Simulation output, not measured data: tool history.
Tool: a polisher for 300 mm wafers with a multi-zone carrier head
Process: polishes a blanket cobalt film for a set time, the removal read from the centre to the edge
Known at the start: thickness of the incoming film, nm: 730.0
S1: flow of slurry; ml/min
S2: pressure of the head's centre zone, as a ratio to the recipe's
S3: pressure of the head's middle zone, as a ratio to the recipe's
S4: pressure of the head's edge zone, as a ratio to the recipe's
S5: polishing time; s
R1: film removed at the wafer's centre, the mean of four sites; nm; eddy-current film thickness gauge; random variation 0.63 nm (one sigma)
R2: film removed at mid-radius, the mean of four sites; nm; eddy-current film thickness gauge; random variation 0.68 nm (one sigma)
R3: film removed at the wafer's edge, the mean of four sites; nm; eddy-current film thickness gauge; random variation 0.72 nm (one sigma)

run,hour,S1,S2,S3,S4,S5,R1,R2,R3
1,0.0,310,1.00,1.00,1.00,38,127.45,125.49,123.78
2,3.0,240,1.00,1.00,1.00,38,124.86,123.50,125.46
3,5.6,240,1.00,1.00,1.07,38,125.46,124.45,127.80
4,12.1,235,0.98,0.97,1.06,37,119.37,117.61,123.75
5,15.9,205,0.98,0.97,1.06,37,118.46,115.08,123.71
6,19.4,200,0.96,0.95,1.05,36,111.84,111.22,117.67
7,27.7,200,0.94,0.93,1.07,35,106.45,105.80,117.43
8,32.1,200,0.93,0.91,1.07,35,106.28,103.53,116.92

Run 9 comes next. What will it give?
9,33.8,200,0.93,0.91,1.07,35,?,?,?

R1: 104.06 nm
R2: 104.22 nm
R3: 118.12 nm
